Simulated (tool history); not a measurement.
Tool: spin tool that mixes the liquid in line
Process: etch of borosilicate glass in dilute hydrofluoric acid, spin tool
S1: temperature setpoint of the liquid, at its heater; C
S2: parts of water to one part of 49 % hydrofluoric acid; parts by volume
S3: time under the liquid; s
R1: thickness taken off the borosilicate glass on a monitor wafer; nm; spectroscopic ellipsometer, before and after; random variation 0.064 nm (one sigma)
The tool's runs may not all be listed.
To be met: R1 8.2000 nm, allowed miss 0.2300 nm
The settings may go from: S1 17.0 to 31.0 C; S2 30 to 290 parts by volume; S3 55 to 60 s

run	hour	S1	S2	S3	R1
1	0.0	23.0	160	55	11.2970
2	5.7	22.5	160	55	10.9650
3	11.0	22.5	180	55	9.5179
4	13.9	22.0	180	55	9.3779
5	16.8	25.0	180	55	10.5690
6	22.7	24.5	180	55	10.3320
7	25.7	24.0	180	55	10.2530
8	30.8	23.5	180	55	9.9967
9	37.8	23.0	180	55	9.8552
10	40.9	22.5	180	55	9.6291
11	41.5	22.0	180	55	9.4178
12	50.3	21.5	180	55	9.2756
13	58.8	21.0	180	55	9.0017
14	62.4	20.5	180	55	9.0178
15	64.4	20.0	180	55	8.6848

Which of these 4 next moves meets every target?
A	66.4	19.0	195	55	?
B	66.4	18.0	170	55	?
C	66.4	17.0	170	60	?
D	66.4	20.0	205	60	?

move	R1
A	7.6168
B	8.6119
C	9.0274
D	8.1318
A: takes the result that was furthest off past its target
B: nearer than the last run, and not there yet
C: further off than the last run
D: meets every target
Move D is the one to make.
